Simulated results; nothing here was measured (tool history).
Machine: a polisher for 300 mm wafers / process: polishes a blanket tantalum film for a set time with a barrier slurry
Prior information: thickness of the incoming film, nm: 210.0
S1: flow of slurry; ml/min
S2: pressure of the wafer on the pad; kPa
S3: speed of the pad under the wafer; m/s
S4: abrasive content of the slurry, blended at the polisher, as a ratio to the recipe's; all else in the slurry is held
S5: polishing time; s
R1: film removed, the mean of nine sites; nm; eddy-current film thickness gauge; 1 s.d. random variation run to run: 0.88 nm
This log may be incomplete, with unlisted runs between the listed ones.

run,hour,S1,S2,S3,S4,S5,R1
1,0.0,125,12.4,0.80,1.0,73,96.667
2,4.9,105,12.4,0.80,1.0,73,91.839
3,13.1,115,12.4,0.80,1.0,73,95.244
4,17.1,125,12.4,0.80,1.0,73,97.333
5,24.9,125,12.4,0.80,0.9,73,94.811
6,31.0,135,12.4,0.80,0.9,73,94.478
7,32.2,140,12.4,0.80,0.9,73,94.716

Run 8 comes next. What will it give?
8,37.0,145,13.1,0.80,0.9,73,?

Logged for run 8: R1 99.950 nm.
